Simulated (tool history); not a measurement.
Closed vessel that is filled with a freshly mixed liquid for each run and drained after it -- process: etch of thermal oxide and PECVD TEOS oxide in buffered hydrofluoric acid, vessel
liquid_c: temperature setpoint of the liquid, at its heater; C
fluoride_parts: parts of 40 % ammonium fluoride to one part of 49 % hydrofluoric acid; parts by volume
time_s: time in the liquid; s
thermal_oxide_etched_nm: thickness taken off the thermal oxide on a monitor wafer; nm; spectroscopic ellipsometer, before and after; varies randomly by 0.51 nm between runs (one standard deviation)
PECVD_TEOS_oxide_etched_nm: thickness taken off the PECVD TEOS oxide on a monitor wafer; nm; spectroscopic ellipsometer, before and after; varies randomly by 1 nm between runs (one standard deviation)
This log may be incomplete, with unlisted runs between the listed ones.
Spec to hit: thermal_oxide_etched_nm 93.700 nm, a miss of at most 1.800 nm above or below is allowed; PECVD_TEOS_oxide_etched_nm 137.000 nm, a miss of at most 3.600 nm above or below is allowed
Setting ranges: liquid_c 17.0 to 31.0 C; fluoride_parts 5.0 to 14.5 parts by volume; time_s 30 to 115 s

Run 1, hour 0.0: liquid_c 23.0 C, fluoride_parts 9.0 parts by volume, time_s 60 s. Result: thermal_oxide_etched_nm 73.902 nm, PECVD_TEOS_oxide_etched_nm 108.630 nm.
Run 2, hour 4.6: liquid_c 23.5 C, fluoride_parts 9.0 parts by volume, time_s 60 s. Result: thermal_oxide_etched_nm 75.075 nm, PECVD_TEOS_oxide_etched_nm 111.090 nm.
Run 3, hour 12.0: liquid_c 23.5 C, fluoride_parts 9.0 parts by volume, time_s 35 s. Result: thermal_oxide_etched_nm 44.280 nm, PECVD_TEOS_oxide_etched_nm 65.384 nm.
Run 4, hour 15.8: liquid_c 23.5 C, fluoride_parts 9.0 parts by volume, time_s 45 s. Result: thermal_oxide_etched_nm 56.787 nm, PECVD_TEOS_oxide_etched_nm 83.828 nm.
Run 5, hour 23.7: liquid_c 23.5 C, fluoride_parts 9.0 parts by volume, time_s 65 s. Result: thermal_oxide_etched_nm 82.301 nm, PECVD_TEOS_oxide_etched_nm 119.620 nm.
Run 6, hour 28.5: liquid_c 24.0 C, fluoride_parts 9.0 parts by volume, time_s 65 s. Result: thermal_oxide_etched_nm 84.003 nm, PECVD_TEOS_oxide_etched_nm 122.500 nm.
Run 7, hour 34.3: liquid_c 24.5 C, fluoride_parts 9.0 parts by volume, time_s 65 s. Result: thermal_oxide_etched_nm 87.719 nm, PECVD_TEOS_oxide_etched_nm 127.020 nm.
Run 8, hour 37.2: liquid_c 25.0 C, fluoride_parts 9.0 parts by volume, time_s 65 s. Result: thermal_oxide_etched_nm 88.849 nm, PECVD_TEOS_oxide_etched_nm 131.270 nm.
Run 9, hour 42.4: liquid_c 25.5 C, fluoride_parts 9.0 parts by volume, time_s 65 s. Result: thermal_oxide_etched_nm 91.102 nm, PECVD_TEOS_oxide_etched_nm 133.800 nm.

Which single option among these 4 for the next run brings every result within its allowed miss of target? Just one does.
Run A, hour 47.6: liquid_c 26.0 C, fluoride_parts 5.5 parts by volume, time_s 40 s. Result: thermal_oxide_etched_nm ?, PECVD_TEOS_oxide_etched_nm ?.
Run B, hour 47.6: liquid_c 24.5 C, fluoride_parts 8.0 parts by volume, time_s 65 s. Result: thermal_oxide_etched_nm ?, PECVD_TEOS_oxide_etched_nm ?.
Run C, hour 47.6: liquid_c 27.0 C, fluoride_parts 9.5 parts by volume, time_s 60 s. Result: thermal_oxide_etched_nm ?, PECVD_TEOS_oxide_etched_nm ?.
Run D, hour 47.6: liquid_c 22.5 C, fluoride_parts 8.5 parts by volume, time_s 70 s. Result: thermal_oxide_etched_nm ?, PECVD_TEOS_oxide_etched_nm ?.

move  thermal_oxide_etched_nm  PECVD_TEOS_oxide_etched_nm
   A                   93.137                     137.650
   B                   98.221                     145.160
   C                   88.252                     130.430
   D                   88.793                     131.230
A: every result lands within tolerance
B: the result that was furthest off in the last run now lies on the other side of its target
C: its largest miss is bigger than the last run's
D: its largest miss is bigger than the last run's
So the answer is move A, the one that meets all the targets.
